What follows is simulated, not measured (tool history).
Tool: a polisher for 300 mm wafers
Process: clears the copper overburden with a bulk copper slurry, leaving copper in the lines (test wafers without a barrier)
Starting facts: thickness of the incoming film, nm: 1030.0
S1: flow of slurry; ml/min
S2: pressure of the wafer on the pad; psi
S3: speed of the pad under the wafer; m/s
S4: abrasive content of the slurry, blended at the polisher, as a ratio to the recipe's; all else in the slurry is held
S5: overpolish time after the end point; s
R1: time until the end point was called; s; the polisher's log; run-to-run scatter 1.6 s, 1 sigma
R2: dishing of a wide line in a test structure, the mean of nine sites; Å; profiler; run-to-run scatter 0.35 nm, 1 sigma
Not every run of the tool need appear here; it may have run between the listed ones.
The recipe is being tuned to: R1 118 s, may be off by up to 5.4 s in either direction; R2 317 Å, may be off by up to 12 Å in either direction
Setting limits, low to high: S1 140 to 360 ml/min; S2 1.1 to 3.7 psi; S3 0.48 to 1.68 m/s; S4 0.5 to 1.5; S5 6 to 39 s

{"run": 1, "day": 0.0, "S1": 230, "S2": 2.4, "S3": 1.08, "S4": 1, "S5": 20, "R1": 103.35, "R2": 480.37}
{"run": 2, "day": 0.167, "S1": 230, "S2": 2.4, "S3": 1.18, "S4": 1, "S5": 20, "R1": 95.144, "R2": 478.18}
{"run": 3, "day": 0.488, "S1": 220, "S2": 2.2, "S3": 1.24, "S4": 0.95, "S5": 18, "R1": 101.62, "R2": 455.8}
{"run": 4, "day": 0.554, "S1": 220, "S2": 2.2, "S3": 1.4, "S4": 0.95, "S5": 18, "R1": 92.769, "R2": 467.34}
{"run": 5, "day": 0.688, "S1": 220, "S2": 2.1, "S3": 1.44, "S4": 0.95, "S5": 16, "R1": 92.932, "R2": 455.91}
{"run": 6, "day": 0.825, "S1": 215, "S2": 2, "S3": 1.48, "S4": 0.95, "S5": 15, "R1": 94.918, "R2": 448.06}
{"run": 7, "day": 0.992, "S1": 235, "S2": 1.9, "S3": 1.5, "S4": 0.9, "S5": 14, "R1": 97.654, "R2": 431.48}
{"run": 8, "day": 1.358, "S1": 300, "S2": 1.3, "S3": 1.68, "S4": 0.65, "S5": 6, "R1": 136.46, "R2": 239.43}
{"run": 9, "day": 1.621, "S1": 285, "S2": 1.3, "S3": 1.68, "S4": 0.65, "S5": 6, "R1": 133.4, "R2": 241.51}
{"run": 10, "day": 1.733, "S1": 275, "S2": 1.8, "S3": 1.62, "S4": 0.65, "S5": 16, "R1": 104.62, "R2": 441.48}
{"run": 11, "day": 1.996, "S1": 280, "S2": 1.7, "S3": 1.62, "S4": 0.7, "S5": 16, "R1": 107.59, "R2": 438.58}
{"run": 12, "day": 2.162, "S1": 280, "S2": 1.7, "S3": 1.62, "S4": 0.7, "S5": 15, "R1": 107.02, "R2": 417.43}
{"run": 13, "day": 2.267, "S1": 280, "S2": 1.7, "S3": 1.62, "S4": 0.7, "S5": 15, "R1": 105.44, "R2": 419.2}
{"run": 14, "day": 2.475, "S1": 280, "S2": 1.7, "S3": 1.62, "S4": 0.7, "S5": 15, "R1": 105.41, "R2": 426.46}
{"run": 15, "day": 2.554, "S1": 280, "S2": 1.7, "S3": 1.62, "S4": 0.7, "S5": 14, "R1": 103.57, "R2": 415.43}
{"run": 16, "day": 2.692, "S1": 270, "S2": 1.7, "S3": 1.62, "S4": 0.7, "S5": 14, "R1": 106.97, "R2": 408.04}
{"run": 17, "day": 2.958, "S1": 275, "S2": 1.7, "S3": 1.62, "S4": 0.75, "S5": 14, "R1": 104.67, "R2": 415.02}
{"run": 18, "day": 3.129, "S1": 270, "S2": 1.7, "S3": 1.62, "S4": 0.75, "S5": 13, "R1": 106.64, "R2": 400.89}
{"run": 19, "day": 3.433, "S1": 270, "S2": 1.7, "S3": 1.62, "S4": 0.75, "S5": 12, "R1": 103.54, "R2": 395}
{"run": 20, "day": 3.617, "S1": 265, "S2": 1.7, "S3": 1.62, "S4": 0.75, "S5": 12, "R1": 106.32, "R2": 397.45}
{"run": 21, "day": 3.842, "S1": 270, "S2": 1.7, "S3": 1.62, "S4": 0.75, "S5": 12, "R1": 103.89, "R2": 405.59}
{"day": 3.904, "done": "head pressure recalibrated"}
{"run": 22, "day": 3.904, "S1": 260, "S2": 1.7, "S3": 1.62, "S4": 0.75, "S5": 12, "R1": 113.52, "R2": 386.46}
{"run": 23, "day": 4.242, "S1": 270, "S2": 1.5, "S3": 1.6, "S4": 0.8, "S5": 11, "R1": 127.21, "R2": 348.13}
{"run": 24, "day": 4.562, "S1": 305, "S2": 1.5, "S3": 1.66, "S4": 1, "S5": 6, "R1": 116.55, "R2": 268.05}
{"run": 25, "day": 4.85, "S1": 295, "S2": 1.5, "S3": 1.66, "S4": 1, "S5": 6, "R1": 117.44, "R2": 267.33}
{"run": 26, "day": 5.092, "S1": 285, "S2": 1.5, "S3": 1.66, "S4": 0.95, "S5": 6, "R1": 117.41, "R2": 259.36}
{"run": 27, "day": 5.129, "S1": 285, "S2": 1.5, "S3": 1.66, "S4": 0.9, "S5": 6, "R1": 118.11, "R2": 260.72}
{"run": 28, "day": 5.175, "S1": 275, "S2": 1.5, "S3": 1.66, "S4": 0.85, "S5": 8, "R1": 121.8, "R2": 305.27}

Pick the move, out of 5, that brings all results within their allowed miss; only one does.
{"run": "A", "day": 5.221, "S1": 275, "S2": 1.5, "S3": 1.66, "S4": 0.85, "S5": 7, "R1": "?", "R2": "?"}
{"run": "B", "day": 5.221, "S1": 290, "S2": 1.4, "S3": 1.62, "S4": 0.9, "S5": 8, "R1": "?", "R2": "?"}
{"run": "C", "day": 5.221, "S1": 285, "S2": 1.5, "S3": 1.66, "S4": 1, "S5": 8, "R1": "?", "R2": "?"}
{"run": "D", "day": 5.221, "S1": 280, "S2": 1.5, "S3": 1.64, "S4": 0.6, "S5": 9, "R1": "?", "R2": "?"}
{"run": "E", "day": 5.221, "S1": 275, "S2": 1.3, "S3": 1.64, "S4": 1.1, "S5": 9, "R1": "?", "R2": "?"}

move=A R1=122.28 R2=280.5
move=B R1=131.11 R2=288.57
move=C R1=116.9 R2=309.21
move=D R1=135.3 R2=304.69
move=E R1=132.73 R2=302.3
A: its largest miss is bigger than the last run's
B: its largest miss is bigger than the last run's
C: meets every target
D: its largest miss is bigger than the last run's
E: its largest miss is bigger than the last run's
Go with C: it meets all targets.

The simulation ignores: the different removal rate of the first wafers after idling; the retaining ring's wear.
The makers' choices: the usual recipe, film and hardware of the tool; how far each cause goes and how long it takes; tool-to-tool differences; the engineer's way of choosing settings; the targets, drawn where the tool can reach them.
